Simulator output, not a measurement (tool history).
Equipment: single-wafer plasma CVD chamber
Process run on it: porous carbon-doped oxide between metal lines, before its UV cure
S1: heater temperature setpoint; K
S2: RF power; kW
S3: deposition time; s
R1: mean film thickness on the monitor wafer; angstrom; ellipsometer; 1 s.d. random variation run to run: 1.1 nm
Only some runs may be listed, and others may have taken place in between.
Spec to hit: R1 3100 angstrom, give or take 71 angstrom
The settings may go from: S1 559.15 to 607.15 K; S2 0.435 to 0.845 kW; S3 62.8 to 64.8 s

{"run": 1, "hour": 0.0, "S1": 583.15, "S2": 0.64, "S3": 62.8, "R1": 3746.1}
{"run": 2, "hour": 1.4, "S1": 591.15, "S2": 0.64, "S3": 62.8, "R1": 3586.3}
{"run": 3, "hour": 6.3, "S1": 591.15, "S2": 0.7, "S3": 62.8, "R1": 3763.2}
{"run": 4, "hour": 13.5, "S1": 594.15, "S2": 0.675, "S3": 62.8, "R1": 3616.6}
{"run": 5, "hour": 17.5, "S1": 594.15, "S2": 0.73, "S3": 62.8, "R1": 3804.5}
{"run": 6, "hour": 20.0, "S1": 601.15, "S2": 0.73, "S3": 62.8, "R1": 3642.2}
{"run": 7, "hour": 23.5, "S1": 602.15, "S2": 0.7, "S3": 62.8, "R1": 3544.2}
{"run": 8, "hour": 24.1, "S1": 603.15, "S2": 0.675, "S3": 62.8, "R1": 3474}

4 candidate next runs follow, results not yet known. Just one meets every target within its allowed miss. Identify it.
{"run": "A", "hour": 24.7, "S1": 607.15, "S2": 0.645, "S3": 62.8, "R1": "?"}
{"run": "B", "hour": 24.7, "S1": 601.15, "S2": 0.75, "S3": 64.8, "R1": "?"}
{"run": "C", "hour": 24.7, "S1": 607.15, "S2": 0.575, "S3": 62.8, "R1": "?"}
{"run": "D", "hour": 24.7, "S1": 606.15, "S2": 0.64, "S3": 63.2, "R1": "?"}

move=A R1=3301.9
move=B R1=3784.3
move=C R1=3122.5
move=D R1=3326.8
A: closes in on the targets versus the last run, not all within tolerance yet
B: the biggest miss grows against the last run
C: meets every target
D: closes in on the targets versus the last run, not all within tolerance yet
The right move is C.
